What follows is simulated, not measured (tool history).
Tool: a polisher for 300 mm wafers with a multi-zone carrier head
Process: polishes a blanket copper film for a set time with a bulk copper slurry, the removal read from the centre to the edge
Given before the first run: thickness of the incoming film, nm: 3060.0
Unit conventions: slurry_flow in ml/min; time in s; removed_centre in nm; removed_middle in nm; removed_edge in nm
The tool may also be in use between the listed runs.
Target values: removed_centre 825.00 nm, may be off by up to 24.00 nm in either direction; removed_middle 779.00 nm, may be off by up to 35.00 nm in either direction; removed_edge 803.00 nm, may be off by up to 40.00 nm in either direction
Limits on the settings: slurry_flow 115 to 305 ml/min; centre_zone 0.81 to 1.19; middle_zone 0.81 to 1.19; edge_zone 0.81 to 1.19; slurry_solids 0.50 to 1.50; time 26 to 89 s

{"run": 1, "hour": 0.0, "slurry_flow": 195, "centre_zone": 1.0, "middle_zone": 1.0, "edge_zone": 1.0, "slurry_solids": 1.0, "time": 57, "removed_centre": 727.32, "removed_middle": 725.8, "removed_edge": 727.45}
{"run": 2, "hour": 6.4, "slurry_flow": 195, "centre_zone": 1.0, "middle_zone": 1.0, "edge_zone": 0.91, "slurry_solids": 1.0, "time": 57, "removed_centre": 730.59, "removed_middle": 710.42, "removed_edge": 714.05}
{"run": 3, "hour": 9.0, "slurry_flow": 195, "centre_zone": 1.0, "middle_zone": 1.0, "edge_zone": 0.87, "slurry_solids": 1.0, "time": 57, "removed_centre": 718.45, "removed_middle": 733.73, "removed_edge": 694.96}
{"run": 4, "hour": 13.7, "slurry_flow": 195, "centre_zone": 1.0, "middle_zone": 1.09, "edge_zone": 0.87, "slurry_solids": 1.0, "time": 57, "removed_centre": 719.05, "removed_middle": 772.74, "removed_edge": 690.64}
{"run": 5, "hour": 20.3, "slurry_flow": 195, "centre_zone": 1.0, "middle_zone": 1.01, "edge_zone": 0.87, "slurry_solids": 1.0, "time": 57, "removed_centre": 725.75, "removed_middle": 746.36, "removed_edge": 709.62}
{"run": 6, "hour": 27.0, "slurry_flow": 195, "centre_zone": 1.0, "middle_zone": 1.01, "edge_zone": 0.9, "slurry_solids": 1.0, "time": 57, "removed_centre": 723.41, "removed_middle": 738.85, "removed_edge": 703.93}
{"run": 7, "hour": 31.0, "slurry_flow": 205, "centre_zone": 1.01, "middle_zone": 0.99, "edge_zone": 0.93, "slurry_solids": 1.05, "time": 57, "removed_centre": 743.74, "removed_middle": 723.93, "removed_edge": 732.78}
{"run": 8, "hour": 34.6, "slurry_flow": 215, "centre_zone": 1.02, "middle_zone": 1.0, "edge_zone": 0.94, "slurry_solids": 1.1, "time": 57, "removed_centre": 763.53, "removed_middle": 744.37, "removed_edge": 741.26}
{"run": 9, "hour": 40.4, "slurry_flow": 215, "centre_zone": 1.02, "middle_zone": 1.0, "edge_zone": 0.94, "slurry_solids": 1.1, "time": 57, "removed_centre": 770.8, "removed_middle": 773.31, "removed_edge": 750.45}
{"run": 10, "hour": 48.9, "slurry_flow": 220, "centre_zone": 1.03, "middle_zone": 0.98, "edge_zone": 0.95, "slurry_solids": 1.1, "time": 57, "removed_centre": 799.88, "removed_middle": 756.23, "removed_edge": 757.48}
{"run": 11, "hour": 57.1, "slurry_flow": 225, "centre_zone": 1.03, "middle_zone": 0.97, "edge_zone": 0.96, "slurry_solids": 1.15, "time": 57, "removed_centre": 796.64, "removed_middle": 760.17, "removed_edge": 771.1}
{"run": 12, "hour": 60.6, "slurry_flow": 230, "centre_zone": 1.03, "middle_zone": 0.97, "edge_zone": 0.97, "slurry_solids": 1.15, "time": 57, "removed_centre": 803.88, "removed_middle": 768.92, "removed_edge": 772.57}
{"run": 13, "hour": 66.5, "slurry_flow": 230, "centre_zone": 1.03, "middle_zone": 0.96, "edge_zone": 0.98, "slurry_solids": 1.15, "time": 57, "removed_centre": 802.31, "removed_middle": 748.61, "removed_edge": 756.86}

Next run, 4 choices. One meets every target within its allowed miss, the rest don't. Which?
{"run": "A", "hour": 72.4, "slurry_flow": 165, "centre_zone": 1.0, "middle_zone": 0.93, "edge_zone": 0.89, "slurry_solids": 1.15, "time": 64, "removed_centre": "?", "removed_middle": "?", "removed_edge": "?"}
{"run": "B", "hour": 72.4, "slurry_flow": 305, "centre_zone": 1.08, "middle_zone": 1.14, "edge_zone": 0.85, "slurry_solids": 0.85, "time": 54, "removed_centre": "?", "removed_middle": "?", "removed_edge": "?"}
{"run": "C", "hour": 72.4, "slurry_flow": 305, "centre_zone": 1.02, "middle_zone": 1.04, "edge_zone": 0.99, "slurry_solids": 1.15, "time": 51, "removed_centre": "?", "removed_middle": "?", "removed_edge": "?"}
{"run": "D", "hour": 72.4, "slurry_flow": 225, "centre_zone": 0.98, "middle_zone": 0.95, "edge_zone": 1.19, "slurry_solids": 1.05, "time": 60, "removed_centre": "?", "removed_middle": "?", "removed_edge": "?"}

move=A removed_centre=826.15 removed_middle=789.96 removed_edge=800.87
move=B removed_centre=753.42 removed_middle=782.77 removed_edge=642.20
move=C removed_centre=740.24 removed_middle=753.81 removed_edge=703.71
move=D removed_centre=781.27 removed_middle=770.96 removed_edge=838.47
A: meets every target
B: lands further from the targets than the last run did
C: lands further from the targets than the last run did
D: meets the target for the result that was furthest off, but another lies outside its allowed miss
Go with A: it meets all targets.
